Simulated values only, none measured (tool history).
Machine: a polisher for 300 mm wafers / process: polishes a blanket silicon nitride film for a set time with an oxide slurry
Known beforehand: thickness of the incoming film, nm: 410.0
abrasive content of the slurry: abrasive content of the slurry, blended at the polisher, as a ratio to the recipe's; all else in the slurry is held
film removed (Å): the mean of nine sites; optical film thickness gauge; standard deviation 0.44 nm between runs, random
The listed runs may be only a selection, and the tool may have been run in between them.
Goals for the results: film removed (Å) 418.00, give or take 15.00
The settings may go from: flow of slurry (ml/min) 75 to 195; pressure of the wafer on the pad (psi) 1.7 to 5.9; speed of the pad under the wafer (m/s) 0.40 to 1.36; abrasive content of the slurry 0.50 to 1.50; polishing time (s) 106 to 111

run  hour  flow of slurry (ml/min)  pressure of the wafer on the pad (psi)  speed of the pad under the wafer (m/s)  abrasive content of the slurry  polishing time (s)  film removed (Å)
  1   0.0                      125                                     3.8                                    0.88                            1.00                 106            719.09
  2   8.4                      120                                     3.3                                    0.88                            1.00                 106            643.38
  3  16.0                      120                                     3.3                                    0.88                            1.00                 106            649.86
  4  17.4                       90                                     3.3                                    0.88                            1.00                 106            594.42
  5  23.2                       85                                     2.9                                    0.88                            1.00                 106            515.90
  6  30.8                       85                                     2.7                                    0.88                            1.00                 106            486.97
  7  34.7                       85                                     2.6                                    0.88                            1.00                 106            469.61
     37.4  -- slurry blender recalibrated
  8  37.4                       85                                     2.5                                    0.88                            1.00                 106            481.07
  9  40.1                       85                                     2.4                                    0.88                            1.00                 106            451.30
 10  43.9                       85                                     2.3                                    0.88                            1.00                 106            433.57

Below are 5 possible settings for the next run. Only one of them brings all results inside the allowed miss of their targets. Which is it?
  A  47.7                      100                                     2.1                                    0.94                            1.00                 110                 ?
  B  47.7                      105                                     2.2                                    0.88                            1.00                 106                 ?
  C  47.7                       80                                     2.2                                    1.00                            0.95                 109                 ?
  D  47.7                       80                                     2.1                                    0.96                            0.90                 108                 ?
  E  47.7                       80                                     2.2                                    0.84                            1.25                 111                 ?

move  film removed (Å)
   A            451.96
   B            436.83
   C            455.63
   D            410.75
   E            440.82
A: lands further from the targets than the last run did
B: lands further from the targets than the last run did
C: lands further from the targets than the last run did
D: in spec on every target
E: lands further from the targets than the last run did
Answer: D
